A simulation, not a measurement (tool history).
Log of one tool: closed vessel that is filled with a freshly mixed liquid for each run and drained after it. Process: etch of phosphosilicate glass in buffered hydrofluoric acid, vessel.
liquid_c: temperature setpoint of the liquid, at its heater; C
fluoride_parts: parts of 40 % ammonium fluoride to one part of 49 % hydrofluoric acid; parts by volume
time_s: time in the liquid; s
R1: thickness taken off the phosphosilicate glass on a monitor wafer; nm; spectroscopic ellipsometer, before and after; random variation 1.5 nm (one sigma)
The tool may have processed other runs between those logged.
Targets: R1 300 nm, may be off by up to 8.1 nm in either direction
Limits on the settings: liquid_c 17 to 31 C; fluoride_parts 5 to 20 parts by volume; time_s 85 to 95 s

run 1 hour=0 | liquid_c=23 fluoride_parts=12 time_s=85 | R1=350.33
run 2 hour=1.2 | liquid_c=22.5 fluoride_parts=12 time_s=85 | R1=343.87
run 3 hour=7.9 | liquid_c=22 fluoride_parts=12 time_s=85 | R1=330.88
run 4 hour=14.7 | liquid_c=21.5 fluoride_parts=12 time_s=85 | R1=323.75
run 5 hour=17.6 | liquid_c=21.5 fluoride_parts=15 time_s=85 | R1=260.24
run 6 hour=24.4 | liquid_c=22 fluoride_parts=15 time_s=85 | R1=267.88
run 7 hour=25.9 | liquid_c=22.5 fluoride_parts=15 time_s=85 | R1=274.42
run 8 hour=32.7 | liquid_c=23 fluoride_parts=15 time_s=85 | R1=284.43
run 9 hour=38.2 | liquid_c=23.5 fluoride_parts=15 time_s=85 | R1=290.66

Exercise: of the 5 proposed moves below, exactly one satisfies all targets within the stated allowed misses. Which move is it?
run A hour=43.7 | liquid_c=22.5 fluoride_parts=14.5 time_s=95 | R1=?
run B hour=43.7 | liquid_c=22.5 fluoride_parts=13.5 time_s=90 | R1=?
run C hour=43.7 | liquid_c=21.5 fluoride_parts=13.5 time_s=95 | R1=?
run D hour=43.7 | liquid_c=23 fluoride_parts=16 time_s=95 | R1=?
run E hour=43.7 | liquid_c=23 fluoride_parts=16 time_s=90 | R1=?

move=A R1=316.88
move=B R1=322.01
move=C R1=321.61
move=D R1=295.67
move=E R1=280.11
A: the result that was furthest off in the last run now lies on the other side of its target
B: the result that was furthest off in the last run now lies on the other side of its target
C: the result that was furthest off in the last run now lies on the other side of its target
D: every result within its allowed miss
E: moves away from the targets compared with the last run
So the answer is move D, the one that meets all the targets.
